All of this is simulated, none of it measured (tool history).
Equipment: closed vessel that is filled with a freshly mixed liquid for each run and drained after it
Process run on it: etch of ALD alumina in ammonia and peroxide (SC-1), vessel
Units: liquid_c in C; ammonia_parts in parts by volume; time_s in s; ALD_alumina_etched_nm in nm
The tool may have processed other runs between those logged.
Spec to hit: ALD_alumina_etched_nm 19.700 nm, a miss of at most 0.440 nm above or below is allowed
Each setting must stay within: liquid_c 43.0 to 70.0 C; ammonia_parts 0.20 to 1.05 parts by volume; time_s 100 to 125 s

run 1 hour=0.0 | liquid_c=59.0 ammonia_parts=0.55 time_s=125 | ALD_alumina_etched_nm=12.897
run 2 hour=0.8 | liquid_c=59.0 ammonia_parts=0.65 time_s=125 | ALD_alumina_etched_nm=13.253
run 3 hour=7.9 | liquid_c=61.0 ammonia_parts=0.65 time_s=125 | ALD_alumina_etched_nm=14.517
run 4 hour=9.5 | liquid_c=63.0 ammonia_parts=0.65 time_s=125 | ALD_alumina_etched_nm=16.148
run 5 hour=11.8 | liquid_c=64.0 ammonia_parts=0.65 time_s=125 | ALD_alumina_etched_nm=17.157
run 6 hour=13.4 | liquid_c=64.0 ammonia_parts=0.65 time_s=125 | ALD_alumina_etched_nm=16.988
run 7 hour=16.1 | liquid_c=65.0 ammonia_parts=0.65 time_s=125 | ALD_alumina_etched_nm=17.870
run 8 hour=23.1 | liquid_c=65.0 ammonia_parts=0.65 time_s=125 | ALD_alumina_etched_nm=18.003

Next run, 4 choices. One meets every target within its allowed miss, the rest don't. Which?
run A hour=30.1 | liquid_c=66.5 ammonia_parts=0.90 time_s=125 | ALD_alumina_etched_nm=?
run B hour=30.1 | liquid_c=65.5 ammonia_parts=0.70 time_s=125 | ALD_alumina_etched_nm=?
run C hour=30.1 | liquid_c=62.0 ammonia_parts=0.60 time_s=125 | ALD_alumina_etched_nm=?
run D hour=30.1 | liquid_c=64.5 ammonia_parts=0.60 time_s=125 | ALD_alumina_etched_nm=?

move=A ALD_alumina_etched_nm=19.937
move=B ALD_alumina_etched_nm=18.533
move=C ALD_alumina_etched_nm=15.330
move=D ALD_alumina_etched_nm=17.381
A: in spec on every target
B: better than the last run, though not everything is in spec
C: further off than the last run
D: further off than the last run
The move that meets every target is A.
